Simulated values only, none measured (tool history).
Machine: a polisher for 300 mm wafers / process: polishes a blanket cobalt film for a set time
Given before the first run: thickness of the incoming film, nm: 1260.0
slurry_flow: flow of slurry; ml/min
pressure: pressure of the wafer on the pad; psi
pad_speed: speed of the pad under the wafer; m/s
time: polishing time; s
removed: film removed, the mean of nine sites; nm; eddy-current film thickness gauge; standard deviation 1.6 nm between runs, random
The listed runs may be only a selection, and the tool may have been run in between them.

run,day,slurry_flow,pressure,pad_speed,time,removed
1,0.000,310,1.9,0.84,43,175.43
2,0.067,310,1.7,0.84,43,160.96
3,0.358,310,2.1,0.84,43,195.30
4,0.704,310,2.1,0.84,46,211.01
5,1.054,310,1.8,0.82,46,178.02
6,1.325,310,1.8,0.70,46,152.83
7,1.388,310,1.6,0.70,46,141.96

What does the tool deliver on the next run?
8,1.442,310,1.4,0.70,46,?

Run 8 yielded removed 124.40 nm.
